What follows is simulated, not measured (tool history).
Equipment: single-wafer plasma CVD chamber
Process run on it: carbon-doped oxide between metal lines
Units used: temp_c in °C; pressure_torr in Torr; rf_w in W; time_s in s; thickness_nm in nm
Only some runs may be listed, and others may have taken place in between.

run  hour  temp_c  pressure_torr  rf_w  time_s  thickness_nm
  1   0.0     365           6.65   620    34.1        212.92
  2   4.3     371           5.94   565    34.1        188.88
  3   7.0     367           5.94   565    34.1        192.41
  4  10.8     372           5.44   550    34.1        181.25
  5  17.8     376           5.06   545    34.1        176.18
  6  19.3     379           4.78   535    34.1        171.09
  7  23.7     381           4.57   530    34.1        167.16
  8  31.0     381           4.57   530    34.1        166.94

Run 9, settings as shown, results not yet in. Your forecast:
  9  39.3     383           4.42   525    34.1             ?

thickness_nm: 164.45 nm

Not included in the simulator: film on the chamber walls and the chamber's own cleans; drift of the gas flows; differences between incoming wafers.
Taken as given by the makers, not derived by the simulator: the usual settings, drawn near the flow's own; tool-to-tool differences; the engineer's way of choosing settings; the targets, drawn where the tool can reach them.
